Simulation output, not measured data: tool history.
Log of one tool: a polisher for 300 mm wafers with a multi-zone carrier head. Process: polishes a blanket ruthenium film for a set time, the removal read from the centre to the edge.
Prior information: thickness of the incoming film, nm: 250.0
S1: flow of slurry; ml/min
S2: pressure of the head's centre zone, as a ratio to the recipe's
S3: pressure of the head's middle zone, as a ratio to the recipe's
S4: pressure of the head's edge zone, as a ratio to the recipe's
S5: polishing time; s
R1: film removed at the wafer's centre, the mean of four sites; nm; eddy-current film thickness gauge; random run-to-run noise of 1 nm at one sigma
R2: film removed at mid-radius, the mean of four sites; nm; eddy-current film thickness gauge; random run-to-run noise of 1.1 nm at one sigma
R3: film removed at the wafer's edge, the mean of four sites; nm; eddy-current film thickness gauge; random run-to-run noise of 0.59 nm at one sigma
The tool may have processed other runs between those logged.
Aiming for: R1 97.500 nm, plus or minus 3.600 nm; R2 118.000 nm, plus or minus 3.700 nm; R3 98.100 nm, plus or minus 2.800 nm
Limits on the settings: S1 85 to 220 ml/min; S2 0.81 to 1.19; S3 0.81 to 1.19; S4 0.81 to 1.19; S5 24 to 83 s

run  hour   S1    S2    S3    S4  S5      R1       R2       R3
  1   0.0  140  1.00  1.00  1.00  53  74.796   72.194   72.253
  2   1.1  140  1.00  1.00  1.00  47  65.871   64.528   64.492
  3   5.8  150  0.99  1.04  1.01  50  71.976   72.239   69.153
  4  10.1  150  0.99  1.00  1.01  50  71.900   68.917   69.761
  5  17.7  165  0.99  1.00  1.01  50  71.164   72.164   70.421
  6  24.0  165  0.99  0.97  1.01  50  71.180   69.753   70.089
  7  29.9  175  0.98  1.01  1.02  52  74.722   75.077   74.340
  8  35.2  185  0.96  1.04  1.01  55  79.040   82.652   78.716
  9  40.9  185  0.96  1.04  1.01  55  77.872   83.495   78.360
 10  48.6  185  0.96  1.04  1.01  55  78.165   82.623   78.582
 11  56.2  190  0.95  1.07  1.01  57  81.106   87.872   82.166
 12  64.3  195  0.94  1.09  1.00  59  83.642   92.520   83.273
 13  72.2  215  0.92  1.19  1.08  68  95.854  117.990  101.900
 14  80.8  215  0.92  1.19  1.07  68  95.379  115.790  101.640

Below are 5 possible settings for the next run. Only one of them brings all results inside the allowed miss of their targets. Which is it?
  A  89.4  210  0.92  1.07  1.14  70   ?   ?   ?
  B  89.4  210  0.84  1.18  1.08  72   ?   ?   ?
  C  89.4  215  0.94  1.19  1.00  68   ?   ?   ?
  D  89.4  215  0.92  1.17  1.07  65   ?   ?   ?
  E  89.4  215  0.87  1.17  1.11  67   ?   ?   ?

move      R1       R2       R3
   A  97.713  111.240  106.990
   B  91.763  124.510  106.910
   C  97.422  118.780   97.434
   D  91.114  111.890   96.306
   E  88.771  115.350  101.120
A: moves away from the targets compared with the last run
B: moves away from the targets compared with the last run
C: every result lands within tolerance
D: brings the result that was furthest off to its target, and leaves another outside
E: moves away from the targets compared with the last run
Answer: C
